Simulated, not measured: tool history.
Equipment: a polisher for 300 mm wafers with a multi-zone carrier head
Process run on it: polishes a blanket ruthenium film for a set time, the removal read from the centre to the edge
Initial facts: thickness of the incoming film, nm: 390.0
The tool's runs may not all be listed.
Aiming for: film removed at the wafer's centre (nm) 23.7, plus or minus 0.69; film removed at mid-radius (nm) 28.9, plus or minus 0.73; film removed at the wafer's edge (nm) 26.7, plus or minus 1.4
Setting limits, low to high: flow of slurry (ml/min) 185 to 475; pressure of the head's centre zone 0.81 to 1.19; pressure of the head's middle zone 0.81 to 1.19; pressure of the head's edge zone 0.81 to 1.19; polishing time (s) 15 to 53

run	day	flow of slurry (ml/min)	pressure of the head's centre zone	pressure of the head's middle zone	pressure of the head's edge zone	polishing time (s)	film removed at the wafer's centre (nm)	film removed at mid-radius (nm)	film removed at the wafer's edge (nm)
1	0	305	1	1	1	34	29.234	28.992	27.449
2	0.3	295	0.96	1.01	1	34	28.259	29.559	27.251
3	0.383	295	0.96	1.01	1	40	32.9	34.724	32.149
4	0.596	285	0.92	1	1	38	29.689	32.897	30.272
5	0.967	320	0.92	1	1	38	30.428	33.03	30.621
6	1.317	300	0.89	0.99	0.99	37	28.813	31.446	29.996
7	1.662	285	0.87	1	0.99	36	27.027	30.343	28.633
8	1.858	270	0.86	1.01	0.99	36	26.172	30.931	28.402
9	1.992	260	0.85	1	0.98	36	25.824	30.418	27.847
# day 2.104: edge zone pressure recalibrated
10	2.104	230	0.81	0.99	0.99	35	23.594	29.034	27.521

Exercise: of the 4 proposed moves below, exactly one satisfies all targets within the stated allowed misses. Which move is it?
A	2.217	210	0.83	0.96	1.07	37	?	?	?
B	2.217	250	0.82	1	0.91	34	?	?	?
C	2.217	230	0.81	0.98	1.08	36	?	?	?
D	2.217	250	0.81	1.01	0.98	33	?	?	?

move	film removed at the wafer's centre (nm)	film removed at mid-radius (nm)	film removed at the wafer's edge (nm)
A	25.414	29.532	30.784
B	23.756	28.84	26.677
C	24.518	29.662	30.408
D	22.775	28.227	26.805
A: moves away from the targets compared with the last run
B: meets every target
C: moves away from the targets compared with the last run
D: the worst result of the last run now meets its target, but another is out of spec
Answer: B
